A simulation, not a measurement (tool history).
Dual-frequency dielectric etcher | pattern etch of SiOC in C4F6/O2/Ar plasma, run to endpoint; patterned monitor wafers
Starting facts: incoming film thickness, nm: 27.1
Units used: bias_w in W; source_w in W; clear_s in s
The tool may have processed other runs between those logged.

run  hour  bias_w  source_w  clear_s
  1     0     517       330   11.727
  2   8.6     558       350   11.222
  3  13.8     558       330   11.116
  4  16.2     558       360   10.845
  5  22.3     587       370   10.842
  6  23.4     587       390   10.813
  7  31.4     587       390   10.633
     33.5  -- wet clean of the chamber
  8  33.5     618       400   9.8894
  9  38.4     626       400   9.7328

Forecast run 10:
 10  41.6     631       400        ?

Run 10 produced clear_s 9.7205 s.

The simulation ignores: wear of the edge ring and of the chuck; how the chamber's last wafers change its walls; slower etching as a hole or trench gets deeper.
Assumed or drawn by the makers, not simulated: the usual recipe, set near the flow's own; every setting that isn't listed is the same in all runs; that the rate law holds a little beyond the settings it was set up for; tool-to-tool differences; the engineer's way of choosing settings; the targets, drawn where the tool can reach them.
